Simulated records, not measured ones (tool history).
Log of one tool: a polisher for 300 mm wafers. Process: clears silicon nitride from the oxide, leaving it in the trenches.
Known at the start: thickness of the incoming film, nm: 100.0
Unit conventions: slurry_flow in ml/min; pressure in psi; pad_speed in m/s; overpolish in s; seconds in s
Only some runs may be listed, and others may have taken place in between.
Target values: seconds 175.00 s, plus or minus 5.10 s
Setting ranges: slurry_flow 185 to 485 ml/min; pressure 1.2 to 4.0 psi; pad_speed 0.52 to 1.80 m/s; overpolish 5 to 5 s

run 1 day=0.000 | slurry_flow=310 pressure=2.6 pad_speed=1.16 overpolish=5 | seconds=136.11
run 2 day=0.058 | slurry_flow=310 pressure=2.5 pad_speed=1.16 overpolish=5 | seconds=139.20
run 3 day=0.375 | slurry_flow=310 pressure=2.5 pad_speed=1.16 overpolish=5 | seconds=138.99
run 4 day=0.442 | slurry_flow=310 pressure=2.4 pad_speed=1.16 overpolish=5 | seconds=147.56
run 5 day=0.671 | slurry_flow=385 pressure=2.4 pad_speed=1.16 overpolish=5 | seconds=144.76
run 6 day=1.042 | slurry_flow=385 pressure=2.3 pad_speed=1.16 overpolish=5 | seconds=149.84
run 7 day=1.275 | slurry_flow=385 pressure=2.2 pad_speed=1.16 overpolish=5 | seconds=157.69
run 8 day=1.392 | slurry_flow=385 pressure=2.1 pad_speed=1.16 overpolish=5 | seconds=163.83
run 9 day=1.600 | slurry_flow=380 pressure=1.9 pad_speed=1.16 overpolish=5 | seconds=182.58

Exactly one of the 5 candidate moves below puts every result within its allowed miss. Which one?
run A day=1.808 | slurry_flow=305 pressure=1.7 pad_speed=1.38 overpolish=5 | seconds=?
run B day=1.808 | slurry_flow=310 pressure=1.9 pad_speed=1.32 overpolish=5 | seconds=?
run C day=1.808 | slurry_flow=480 pressure=1.6 pad_speed=1.28 overpolish=5 | seconds=?
run D day=1.808 | slurry_flow=330 pressure=2.0 pad_speed=1.06 overpolish=5 | seconds=?
run E day=1.808 | slurry_flow=485 pressure=1.5 pad_speed=1.30 overpolish=5 | seconds=?

move=A seconds=172.63
move=B seconds=161.86
move=C seconds=191.10
move=D seconds=189.76
move=E seconds=200.03
A: all results in spec
B: takes the biggest miss from the last run beyond its target
C: lands further from the targets than the last run did
D: lands further from the targets than the last run did
E: lands further from the targets than the last run did
A is the move that brings every result within its allowed miss.
